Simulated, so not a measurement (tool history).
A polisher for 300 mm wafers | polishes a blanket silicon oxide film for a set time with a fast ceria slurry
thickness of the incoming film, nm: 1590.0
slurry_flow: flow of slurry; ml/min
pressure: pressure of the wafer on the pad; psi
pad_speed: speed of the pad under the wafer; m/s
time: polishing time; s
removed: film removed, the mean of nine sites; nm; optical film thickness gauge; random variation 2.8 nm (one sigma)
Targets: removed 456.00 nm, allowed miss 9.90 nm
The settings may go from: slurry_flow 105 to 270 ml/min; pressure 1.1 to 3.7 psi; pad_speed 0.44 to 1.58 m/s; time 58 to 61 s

| run | day | slurry_flow | pressure | pad_speed | time | removed |
|---|---|---|---|---|---|---|
| 1 | 0.000 | 175 | 2.4 | 1.00 | 58 | 786.58 |
| 2 | 0.129 | 165 | 2.1 | 1.00 | 58 | 701.66 |
| 3 | 0.167 | 200 | 2.1 | 1.00 | 58 | 727.72 |
| 4 | 0.308 | 235 | 2.1 | 1.00 | 58 | 744.48 |
| 5 | 0.592 | 235 | 2.1 | 0.84 | 58 | 669.10 |
| 6 | 0.683 | 235 | 2.1 | 1.02 | 58 | 745.71 |
| 7 | 0.958 | 225 | 1.8 | 0.98 | 58 | 640.44 |
| 8 | 1.004 | 210 | 1.6 | 0.98 | 58 | 572.47 |
| 9 | 1.046 | 195 | 1.5 | 0.98 | 58 | 540.86 |
| 10 | 1.067 | 180 | 1.4 | 0.98 | 58 | 500.07 |
| 11 | 1.333 | 130 | 1.3 | 0.98 | 58 | 444.98 |

5 next moves are on the table. One of them brings every result within its allowed miss. Which?
| A | 1.600 | 140 | 1.1 | 1.24 | 61 | ? |
| B | 1.600 | 165 | 1.4 | 0.96 | 58 | ? |
| C | 1.600 | 145 | 1.3 | 1.04 | 59 | ? |
| D | 1.600 | 125 | 1.3 | 0.84 | 61 | ? |
| E | 1.600 | 160 | 1.2 | 0.98 | 61 | ? |

| move | removed |
|---|---|
| A | 491.46 |
| B | 493.94 |
| C | 485.89 |
| D | 426.26 |
| E | 462.95 |
A: takes the result that was furthest off past its target
B: takes the result that was furthest off past its target
C: takes the result that was furthest off past its target
D: further off than the last run
E: meets every target
Move E is the one to make.
